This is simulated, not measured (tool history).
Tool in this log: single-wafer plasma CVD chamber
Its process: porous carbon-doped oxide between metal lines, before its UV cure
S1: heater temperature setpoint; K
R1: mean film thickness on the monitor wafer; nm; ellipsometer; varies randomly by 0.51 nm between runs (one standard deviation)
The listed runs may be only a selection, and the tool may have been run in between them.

Run 1, hour 0.0: S1 553.15 K, RF power (kW) 0.515, deposition time (s) 19.4. Result: R1 121.29 nm.
Run 2, hour 8.8: S1 553.15 K, RF power (kW) 0.515, deposition time (s) 19.4. Result: R1 120.58 nm.
Run 3, hour 10.8: S1 555.15 K, RF power (kW) 0.515, deposition time (s) 19.4. Result: R1 120.25 nm.
Run 4, hour 17.1: S1 555.15 K, RF power (kW) 0.485, deposition time (s) 19.4. Result: R1 111.19 nm.
Run 5, hour 22.4: S1 556.15 K, RF power (kW) 0.485, deposition time (s) 19.4. Result: R1 111.20 nm.
At hour 25.4: RF generator calibrated.
Run 6, hour 25.4: S1 556.15 K, RF power (kW) 0.485, deposition time (s) 18.5. Result: R1 115.86 nm.

What will run 7 give?
Run 7, hour 32.7: S1 556.15 K, RF power (kW) 0.485, deposition time (s) 18.5. Result: R1 ?.

R1: 115.53 nm
